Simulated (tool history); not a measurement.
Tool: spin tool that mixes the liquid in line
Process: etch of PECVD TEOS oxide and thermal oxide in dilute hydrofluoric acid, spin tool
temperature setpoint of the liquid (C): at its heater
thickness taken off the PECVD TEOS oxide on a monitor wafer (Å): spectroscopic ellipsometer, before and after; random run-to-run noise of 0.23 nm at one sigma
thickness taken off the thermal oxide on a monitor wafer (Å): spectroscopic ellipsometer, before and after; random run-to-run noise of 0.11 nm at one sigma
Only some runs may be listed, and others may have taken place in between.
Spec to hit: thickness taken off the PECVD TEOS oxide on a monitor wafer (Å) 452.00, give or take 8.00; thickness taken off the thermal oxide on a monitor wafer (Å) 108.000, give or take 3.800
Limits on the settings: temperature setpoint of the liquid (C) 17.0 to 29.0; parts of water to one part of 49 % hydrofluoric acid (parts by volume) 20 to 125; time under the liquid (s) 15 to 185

run  hour  temperature setpoint of the liquid (C)  parts of water to one part of 49 % hydrofluoric acid (parts by volume)  time under the liquid (s)  thickness taken off the PECVD TEOS oxide on a monitor wafer (Å)  thickness taken off the thermal oxide on a monitor wafer (Å)
  1   0.0                                    21.0                                                                      70                         95                                                           289.65                                                        67.851
  2   3.6                                    21.0                                                                      90                         95                                                           219.25                                                        52.150
  3   8.2                                    22.5                                                                      85                         95                                                           246.26                                                        58.672
  4   9.7                                    23.5                                                                      80                         95                                                           273.24                                                        66.434
  5  16.5                                    23.5                                                                      95                         95                                                           227.52                                                        54.874
  6  20.8                                    24.5                                                                      90                         95                                                           251.97                                                        60.493
     26.1  -- thermometer replaced
  7  26.1                                    25.5                                                                      85                         95                                                           259.64                                                        63.188
  8  29.0                                    25.5                                                                      75                         95                                                           299.51                                                        70.828
  9  33.7                                    26.0                                                                      70                         95                                                           330.40                                                        78.866
 10  37.0                                    26.5                                                                      65                         95                                                           362.89                                                        84.938

Below are 4 possible settings for the next run. Only one of them brings all results inside the allowed miss of their targets. Which is it?
  A  40.3                                    25.0                                                                      60                         80                                                                ?                                                             ?
  B  40.3                                    28.0                                                                      45                         75                                                                ?                                                             ?
  C  40.3                                    28.5                                                                     115                        180                                                                ?                                                             ?
  D  40.3                                    29.0                                                                     115                        125                                                                ?                                                             ?

move  thickness taken off the PECVD TEOS oxide on a monitor wafer (Å)  thickness taken off the thermal oxide on a monitor wafer (Å)
   A                                                           313.09                                                        74.761
   B                                                           451.02                                                       107.700
   C                                                           391.46                                                        93.475
   D                                                           276.99                                                        66.141
A: the biggest miss grows against the last run
B: each result inside its tolerance
C: nearer the targets than the last run, but a result is still out of spec
D: the biggest miss grows against the last run
So the answer is move B, the one that meets all the targets.
